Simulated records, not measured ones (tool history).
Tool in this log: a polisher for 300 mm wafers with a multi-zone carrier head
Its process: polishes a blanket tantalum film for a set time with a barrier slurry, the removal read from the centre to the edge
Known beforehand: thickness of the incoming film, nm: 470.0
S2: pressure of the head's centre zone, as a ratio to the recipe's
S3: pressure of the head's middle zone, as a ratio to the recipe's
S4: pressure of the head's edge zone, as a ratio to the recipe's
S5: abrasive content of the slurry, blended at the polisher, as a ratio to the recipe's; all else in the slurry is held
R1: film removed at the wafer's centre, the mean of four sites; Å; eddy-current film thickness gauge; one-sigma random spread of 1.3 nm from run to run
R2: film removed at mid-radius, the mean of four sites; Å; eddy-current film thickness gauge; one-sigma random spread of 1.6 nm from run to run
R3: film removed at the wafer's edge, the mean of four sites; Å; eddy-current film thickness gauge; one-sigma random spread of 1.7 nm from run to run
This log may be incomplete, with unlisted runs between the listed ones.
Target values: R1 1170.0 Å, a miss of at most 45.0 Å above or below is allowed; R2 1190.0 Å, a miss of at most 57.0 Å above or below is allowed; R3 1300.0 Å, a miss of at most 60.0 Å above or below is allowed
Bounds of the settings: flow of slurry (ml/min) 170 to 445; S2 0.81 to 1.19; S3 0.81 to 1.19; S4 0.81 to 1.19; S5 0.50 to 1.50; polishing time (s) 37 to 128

{"run": 1, "hour": 0.0, "flow of slurry (ml/min)": 285, "S2": 1.0, "S3": 1.0, "S4": 1.0, "S5": 1.0, "polishing time (s)": 82, "R1": 1800.2, "R2": 1866.3, "R3": 1790.9}
{"run": 2, "hour": 8.4, "flow of slurry (ml/min)": 285, "S2": 1.0, "S3": 1.0, "S4": 1.0, "S5": 1.0, "polishing time (s)": 97, "R1": 2152.2, "R2": 2201.0, "R3": 2056.5}
{"run": 3, "hour": 12.1, "flow of slurry (ml/min)": 285, "S2": 1.0, "S3": 1.0, "S4": 1.0, "S5": 1.0, "polishing time (s)": 85, "R1": 1847.0, "R2": 1886.4, "R3": 1801.1}
{"run": 4, "hour": 14.3, "flow of slurry (ml/min)": 355, "S2": 1.0, "S3": 1.0, "S4": 1.0, "S5": 1.0, "polishing time (s)": 85, "R1": 1955.3, "R2": 2006.6, "R3": 1835.6}
{"run": 5, "hour": 20.0, "flow of slurry (ml/min)": 355, "S2": 1.09, "S3": 1.0, "S4": 1.0, "S5": 1.0, "polishing time (s)": 85, "R1": 2102.4, "R2": 1927.2, "R3": 1863.6}
{"run": 6, "hour": 25.7, "flow of slurry (ml/min)": 340, "S2": 1.07, "S3": 0.98, "S4": 1.01, "S5": 0.95, "polishing time (s)": 82, "R1": 1955.1, "R2": 1825.0, "R3": 1782.5}
{"run": 7, "hour": 29.1, "flow of slurry (ml/min)": 325, "S2": 1.05, "S3": 0.96, "S4": 1.02, "S5": 0.9, "polishing time (s)": 79, "R1": 1803.4, "R2": 1663.5, "R3": 1719.7}
{"hour": 34.6, "done": "slurry nozzle cleaned"}
{"run": 8, "hour": 34.6, "flow of slurry (ml/min)": 320, "S2": 1.03, "S3": 0.95, "S4": 1.01, "S5": 0.85, "polishing time (s)": 77, "R1": 1754.2, "R2": 1696.3, "R3": 1682.1}
{"run": 9, "hour": 43.1, "flow of slurry (ml/min)": 310, "S2": 0.95, "S3": 0.88, "S4": 1.11, "S5": 0.85, "polishing time (s)": 54, "R1": 1128.4, "R2": 1097.7, "R3": 1240.1}
{"run": 10, "hour": 47.8, "flow of slurry (ml/min)": 310, "S2": 0.95, "S3": 0.89, "S4": 1.11, "S5": 0.85, "polishing time (s)": 54, "R1": 1133.5, "R2": 1086.5, "R3": 1230.0}
{"run": 11, "hour": 49.5, "flow of slurry (ml/min)": 310, "S2": 0.95, "S3": 0.9, "S4": 1.11, "S5": 0.85, "polishing time (s)": 54, "R1": 1155.6, "R2": 1117.6, "R3": 1220.6}
{"run": 12, "hour": 53.0, "flow of slurry (ml/min)": 310, "S2": 0.94, "S3": 0.9, "S4": 1.11, "S5": 0.9, "polishing time (s)": 54, "R1": 1147.1, "R2": 1138.2, "R3": 1238.9}

Exercise: of the 4 proposed moves below, exactly one satisfies all targets within the stated allowed misses. Which move is it?
{"run": "A", "hour": 56.5, "flow of slurry (ml/min)": 345, "S2": 1.08, "S3": 1.13, "S4": 1.01, "S5": 1.05, "polishing time (s)": 51, "R1": "?", "R2": "?", "R3": "?"}
{"run": "B", "hour": 56.5, "flow of slurry (ml/min)": 295, "S2": 0.91, "S3": 0.89, "S4": 1.13, "S5": 0.85, "polishing time (s)": 58, "R1": "?", "R2": "?", "R3": "?"}
{"run": "C", "hour": 56.5, "flow of slurry (ml/min)": 360, "S2": 0.94, "S3": 1.06, "S4": 0.95, "S5": 1.2, "polishing time (s)": 51, "R1": "?", "R2": "?", "R3": "?"}
{"run": "D", "hour": 56.5, "flow of slurry (ml/min)": 330, "S2": 0.98, "S3": 0.97, "S4": 1.05, "S5": 0.9, "polishing time (s)": 53, "R1": "?", "R2": "?", "R3": "?"}

move=A R1=1288.5 R2=1342.7 R3=1149.0
move=B R1=1159.5 R2=1177.9 R3=1305.2
move=C R1=1155.4 R2=1312.4 R3=1154.2
move=D R1=1168.1 R2=1181.3 R3=1174.1
A: its largest miss is bigger than the last run's
B: each result inside its tolerance
C: its largest miss is bigger than the last run's
D: its largest miss is bigger than the last run's
Move B is the one to make.

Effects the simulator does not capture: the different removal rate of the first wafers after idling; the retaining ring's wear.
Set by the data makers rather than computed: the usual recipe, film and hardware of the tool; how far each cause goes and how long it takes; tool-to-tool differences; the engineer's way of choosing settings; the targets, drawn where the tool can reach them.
